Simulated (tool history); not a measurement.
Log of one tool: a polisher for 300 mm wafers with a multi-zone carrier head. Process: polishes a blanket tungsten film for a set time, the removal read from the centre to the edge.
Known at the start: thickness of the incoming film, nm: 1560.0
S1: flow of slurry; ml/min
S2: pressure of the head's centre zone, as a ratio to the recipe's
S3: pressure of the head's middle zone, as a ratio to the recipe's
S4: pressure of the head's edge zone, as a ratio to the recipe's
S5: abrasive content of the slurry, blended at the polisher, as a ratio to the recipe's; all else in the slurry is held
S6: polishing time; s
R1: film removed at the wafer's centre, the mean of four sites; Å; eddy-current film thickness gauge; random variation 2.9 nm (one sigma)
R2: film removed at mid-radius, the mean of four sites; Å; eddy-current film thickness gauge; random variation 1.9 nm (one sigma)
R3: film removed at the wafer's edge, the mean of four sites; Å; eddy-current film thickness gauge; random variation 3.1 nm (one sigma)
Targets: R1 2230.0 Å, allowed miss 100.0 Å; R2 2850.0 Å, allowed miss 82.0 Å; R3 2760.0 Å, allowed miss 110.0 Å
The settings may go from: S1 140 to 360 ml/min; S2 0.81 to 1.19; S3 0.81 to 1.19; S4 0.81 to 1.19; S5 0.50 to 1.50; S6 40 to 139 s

{"run": 1, "hour": 0.0, "S1": 230, "S2": 1.0, "S3": 1.0, "S4": 1.0, "S5": 1.0, "S6": 89, "R1": 4316.8, "R2": 4419.1, "R3": 4406.8}
{"run": 2, "hour": 3.0, "S1": 215, "S2": 0.94, "S3": 1.0, "S4": 0.99, "S5": 0.85, "S6": 81, "R1": 3525.2, "R2": 3836.6, "R3": 3778.4}
{"run": 3, "hour": 5.5, "S1": 200, "S2": 0.9, "S3": 1.01, "S4": 1.0, "S5": 0.75, "S6": 76, "R1": 2999.7, "R2": 3429.1, "R3": 3495.2}
{"run": 4, "hour": 12.1, "S1": 200, "S2": 0.9, "S3": 1.01, "S4": 1.0, "S5": 0.65, "S6": 76, "R1": 2927.9, "R2": 3337.7, "R3": 3327.7}
{"run": 5, "hour": 14.2, "S1": 150, "S2": 0.9, "S3": 1.01, "S4": 1.0, "S5": 0.65, "S6": 76, "R1": 2741.0, "R2": 3172.1, "R3": 3160.0}
{"run": 6, "hour": 20.6, "S1": 150, "S2": 0.9, "S3": 1.01, "S4": 0.96, "S5": 0.65, "S6": 76, "R1": 2757.0, "R2": 3216.8, "R3": 3101.1}
{"run": 7, "hour": 21.4, "S1": 145, "S2": 0.88, "S3": 1.01, "S4": 0.96, "S5": 0.6, "S6": 74, "R1": 2541.2, "R2": 3014.5, "R3": 3005.3}
{"run": 8, "hour": 29.2, "S1": 145, "S2": 0.87, "S3": 1.02, "S4": 0.94, "S5": 0.55, "S6": 73, "R1": 2432.8, "R2": 2941.8, "R3": 2791.8}
{"run": 9, "hour": 37.3, "S1": 140, "S2": 0.81, "S3": 1.01, "S4": 0.97, "S5": 0.5, "S6": 72, "R1": 2129.9, "R2": 2749.5, "R3": 2763.6}

5 next moves are on the table. One of them brings every result within its allowed miss. Which?
{"run": "A", "hour": 45.4, "S1": 170, "S2": 0.82, "S3": 0.95, "S4": 1.08, "S5": 0.6, "S6": 67, "R1": "?", "R2": "?", "R3": "?"}
{"run": "B", "hour": 45.4, "S1": 155, "S2": 0.84, "S3": 1.03, "S4": 1.14, "S5": 0.5, "S6": 66, "R1": "?", "R2": "?", "R3": "?"}
{"run": "C", "hour": 45.4, "S1": 150, "S2": 0.93, "S3": 1.02, "S4": 0.91, "S5": 0.55, "S6": 67, "R1": "?", "R2": "?", "R3": "?"}
{"run": "D", "hour": 45.4, "S1": 140, "S2": 0.83, "S3": 1.03, "S4": 0.98, "S5": 0.6, "S6": 69, "R1": "?", "R2": "?", "R3": "?"}
{"run": "E", "hour": 45.4, "S1": 160, "S2": 0.88, "S3": 0.94, "S4": 0.96, "S5": 0.55, "S6": 70, "R1": "?", "R2": "?", "R3": "?"}

move=A R1=2227.8 R2=2649.1 R3=2904.3
move=B R1=2095.6 R2=2605.8 R3=2740.9
move=C R1=2415.0 R2=2689.0 R3=2596.5
move=D R1=2250.1 R2=2838.2 R3=2807.8
move=E R1=2410.6 R2=2648.4 R3=2794.1
A: further off than the last run
B: further off than the last run
C: further off than the last run
D: meets every target
E: further off than the last run
The right move is D.

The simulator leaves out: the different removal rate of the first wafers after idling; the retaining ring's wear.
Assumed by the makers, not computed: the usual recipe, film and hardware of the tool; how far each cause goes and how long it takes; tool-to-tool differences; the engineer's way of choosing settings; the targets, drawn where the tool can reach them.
